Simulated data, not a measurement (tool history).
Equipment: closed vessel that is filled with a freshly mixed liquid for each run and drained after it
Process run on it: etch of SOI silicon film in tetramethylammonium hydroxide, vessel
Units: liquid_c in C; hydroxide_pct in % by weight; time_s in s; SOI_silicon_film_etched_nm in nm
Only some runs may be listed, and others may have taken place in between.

run	hour	liquid_c	hydroxide_pct	time_s	SOI_silicon_film_etched_nm
1	0.0	62.0	11.0	95	402.24
2	2.9	59.0	11.5	95	334.14
3	7.9	59.0	11.5	95	328.80
4	9.1	59.0	9.5	95	351.37
5	13.7	57.0	10.5	95	307.94
6	21.7	57.0	10.5	95	300.38
7	29.7	55.5	11.0	95	275.38
8	38.5	54.0	11.5	95	239.55

Run 9, settings as shown, results not yet in. Your forecast:
9	43.9	53.0	11.5	95	?

SOI_silicon_film_etched_nm: 228.20 nm
